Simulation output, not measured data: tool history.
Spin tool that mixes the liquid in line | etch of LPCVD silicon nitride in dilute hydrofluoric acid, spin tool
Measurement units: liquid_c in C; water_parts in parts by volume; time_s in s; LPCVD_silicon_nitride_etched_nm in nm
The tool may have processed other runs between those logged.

| run | hour | liquid_c | water_parts | time_s | LPCVD_silicon_nitride_etched_nm |
|---|---|---|---|---|---|
| 1 | 0.0 | 21.0 | 50 | 280 | 1.8041 |
| 2 | 6.7 | 20.0 | 55 | 280 | 1.6224 |
| 3 | 11.8 | 23.5 | 55 | 280 | 2.0717 |
| 4 | 16.4 | 22.0 | 60 | 280 | 1.6559 |
| 5 | 23.6 | 21.0 | 60 | 280 | 1.5921 |
| 6 | 28.5 | 19.0 | 60 | 280 | 1.3439 |

What will run 7 give?
|  | 32.3 | thermometer replaced |
| 7 | 32.3 | 18.5 | 60 | 280 | ? |

LPCVD_silicon_nitride_etched_nm: 1.5127 nm

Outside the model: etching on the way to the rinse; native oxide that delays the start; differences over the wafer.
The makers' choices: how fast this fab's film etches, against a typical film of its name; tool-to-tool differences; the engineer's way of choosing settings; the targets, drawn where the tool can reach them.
